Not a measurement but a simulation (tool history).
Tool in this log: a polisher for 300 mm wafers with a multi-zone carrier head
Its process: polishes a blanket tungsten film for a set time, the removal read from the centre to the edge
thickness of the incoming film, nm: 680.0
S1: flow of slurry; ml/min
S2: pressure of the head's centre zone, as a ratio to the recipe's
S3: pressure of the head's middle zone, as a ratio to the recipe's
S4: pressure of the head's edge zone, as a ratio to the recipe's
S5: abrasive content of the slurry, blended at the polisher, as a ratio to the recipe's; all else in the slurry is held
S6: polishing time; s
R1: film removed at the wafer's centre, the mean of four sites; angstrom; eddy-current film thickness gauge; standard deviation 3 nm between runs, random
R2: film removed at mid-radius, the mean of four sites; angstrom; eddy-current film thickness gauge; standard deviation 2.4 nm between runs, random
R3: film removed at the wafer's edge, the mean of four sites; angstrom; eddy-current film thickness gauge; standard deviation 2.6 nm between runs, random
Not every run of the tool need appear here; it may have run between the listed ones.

run  hour   S1    S2    S3    S4   S5  S6      R1      R2      R3
  1   0.0  220  1.00  1.00  1.00  1.0  45  1654.5  1655.6  1663.9
  2   6.9  220  1.00  1.00  1.00  1.0  53  1936.5  1997.9  1958.0
  3  14.9  220  1.00  1.00  1.00  1.0  57  2123.6  2084.9  2145.0
  4  20.5  220  1.00  0.97  1.00  1.0  57  2125.7  2100.0  2154.1
  5  21.3  220  0.99  0.96  1.01  1.0  57  2113.7  2066.9  2126.5
  6  29.6  170  0.99  0.96  1.01  1.0  57  2041.6  2007.8  2081.6
  7  31.6  170  0.98  0.95  1.03  1.0  57  2057.6  1993.6  2122.7
  8  38.8  170  0.97  0.95  1.04  1.0  57  1967.3  2015.3  2106.5

What will run 9 give?
  9  45.7  170  0.97  0.94  1.05  1.0  57   ?   ?   ?

Run 9 produced R1 1987.2 angstrom, R2 1986.4 angstrom, R3 2116.6 angstrom.
